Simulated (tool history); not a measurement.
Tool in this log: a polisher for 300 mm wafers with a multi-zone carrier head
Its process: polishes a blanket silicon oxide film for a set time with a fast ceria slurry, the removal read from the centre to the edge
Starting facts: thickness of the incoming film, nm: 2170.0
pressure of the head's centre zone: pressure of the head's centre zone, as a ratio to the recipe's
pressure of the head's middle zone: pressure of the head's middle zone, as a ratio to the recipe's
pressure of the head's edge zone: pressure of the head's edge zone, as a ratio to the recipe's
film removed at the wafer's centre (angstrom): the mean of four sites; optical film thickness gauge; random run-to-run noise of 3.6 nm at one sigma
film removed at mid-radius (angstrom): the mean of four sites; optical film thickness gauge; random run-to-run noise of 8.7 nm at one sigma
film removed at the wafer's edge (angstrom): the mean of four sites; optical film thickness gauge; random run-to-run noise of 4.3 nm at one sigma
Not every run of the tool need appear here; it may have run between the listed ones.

run	hour	flow of slurry (ml/min)	pressure of the head's centre zone	pressure of the head's middle zone	pressure of the head's edge zone	polishing time (s)	film removed at the wafer's centre (angstrom)	film removed at mid-radius (angstrom)	film removed at the wafer's edge (angstrom)
1	0	165	1	1	1	60	6667.7	6363.7	6459.8
2	7.9	150	0.95	1	0.98	59	6142.7	6566.5	6282.4
3	10.3	150	0.89	1	0.98	59	5768.7	6449.5	6201.6
4	11	140	0.87	0.98	0.97	58	5487.4	6117.8	6125.9
5	13.9	135	0.87	0.98	0.95	58	5422.5	6130.1	5985.9
6	17.5	135	0.87	0.95	0.95	58	5433.8	5781.6	6086.4
7	21.5	130	0.87	0.96	0.94	58	5360	6015.5	6034.8
8	25.7	130	0.87	0.96	0.93	58	5388.7	5970.8	5949.2

For run 9, what comes out?
9	27.7	125	0.87	0.96	0.93	58	?	?	?

Run 9 produced film removed at the wafer's centre (angstrom) 5339.7, film removed at mid-radius (angstrom) 5822.1, film removed at the wafer's edge (angstrom) 5935.3.

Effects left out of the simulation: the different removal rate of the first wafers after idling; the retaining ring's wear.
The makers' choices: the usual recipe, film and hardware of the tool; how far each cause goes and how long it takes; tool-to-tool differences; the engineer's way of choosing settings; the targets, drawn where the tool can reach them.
